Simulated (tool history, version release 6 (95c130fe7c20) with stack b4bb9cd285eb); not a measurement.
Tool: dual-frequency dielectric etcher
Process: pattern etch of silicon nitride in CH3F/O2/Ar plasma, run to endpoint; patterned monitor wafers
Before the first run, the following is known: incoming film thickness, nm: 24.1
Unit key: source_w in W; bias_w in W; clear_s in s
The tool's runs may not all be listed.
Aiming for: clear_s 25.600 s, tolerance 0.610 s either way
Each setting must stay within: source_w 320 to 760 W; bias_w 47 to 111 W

run  hour  source_w  bias_w  clear_s
  1   0.0       540      79   29.424
  2   2.3       440      79   31.161
  3   8.3       440      88   30.071
  4  10.0       500      91   28.693
  5  16.5       560      91   27.661
  6  24.6       590      93   27.100
  7  25.9       610      94   26.764
  8  30.7       630      95   26.308

Exercise: of the 5 proposed moves below, exactly one satisfies all targets within the stated allowed misses. Which move is it?
  A  35.5       730     102        ?
  B  35.5       580      92        ?
  C  35.5       480     104        ?
  D  35.5       570     111        ?
  E  35.5       620      93        ?

move  clear_s
   A   24.625
   B   27.347
   C   27.827
   D   25.875
   E   26.698
A: the result that was furthest off in the last run now lies on the other side of its target
B: moves away from the targets compared with the last run
C: moves away from the targets compared with the last run
D: in spec on every target
E: moves away from the targets compared with the last run
Move D is the one to make.

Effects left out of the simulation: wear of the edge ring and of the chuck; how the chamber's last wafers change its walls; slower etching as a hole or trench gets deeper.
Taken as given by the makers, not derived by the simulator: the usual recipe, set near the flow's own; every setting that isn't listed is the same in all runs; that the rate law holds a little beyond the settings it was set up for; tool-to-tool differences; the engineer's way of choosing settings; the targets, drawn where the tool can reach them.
